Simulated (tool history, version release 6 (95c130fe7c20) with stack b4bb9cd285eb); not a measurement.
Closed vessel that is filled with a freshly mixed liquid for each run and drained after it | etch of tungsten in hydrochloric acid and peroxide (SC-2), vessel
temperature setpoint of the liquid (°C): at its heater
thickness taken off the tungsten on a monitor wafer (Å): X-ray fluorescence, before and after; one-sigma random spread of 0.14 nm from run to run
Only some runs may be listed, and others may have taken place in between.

run	day	temperature setpoint of the liquid (°C)	parts of water to one part each of 37 % hydrochloric acid and 30 % peroxide (parts by volume)	time in the liquid (s)	thickness taken off the tungsten on a monitor wafer (Å)
1	0.000	58.0	8.0	100	368.15
2	0.304	58.0	8.0	100	368.11
3	0.575	58.0	5.0	100	530.40
4	0.821	56.0	5.0	100	465.74
5	0.996	54.5	5.0	100	420.55
6	1.104	54.5	5.0	110	462.01
7	1.354	47.5	5.0	110	290.08

For run 8, what comes out?
8	1.696	48.0	5.0	110	?

{"run 8": {"thickness taken off the tungsten on a monitor wafer (Å)": 301.7}}
